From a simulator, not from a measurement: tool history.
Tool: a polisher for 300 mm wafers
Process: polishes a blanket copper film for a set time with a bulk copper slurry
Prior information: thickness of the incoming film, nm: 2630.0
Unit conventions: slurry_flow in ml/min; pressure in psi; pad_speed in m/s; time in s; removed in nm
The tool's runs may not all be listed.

| run | hour | slurry_flow | pressure | pad_speed | slurry_solids | time | removed |
|---|---|---|---|---|---|---|---|
| 1 | 0 | 150 | 2.4 | 0.96 | 1 | 31 | 217.32 |
| 2 | 2.2 | 150 | 2.4 | 0.96 | 1 | 31 | 215.33 |
| 3 | 7 | 150 | 2.4 | 0.96 | 1.15 | 31 | 222.65 |
| 4 | 7.7 | 115 | 2.4 | 0.96 | 1.15 | 31 | 210.92 |
| 5 | 9.8 | 115 | 2.7 | 0.96 | 1.15 | 31 | 230.34 |
| 6 | 18.8 | 115 | 2.5 | 0.96 | 1.15 | 31 | 217.02 |

What will run 7 give?
| 7 | 26.1 | 110 | 1.9 | 0.94 | 1.15 | 31 | ? |

{"run 7": {"removed": 169.57}}
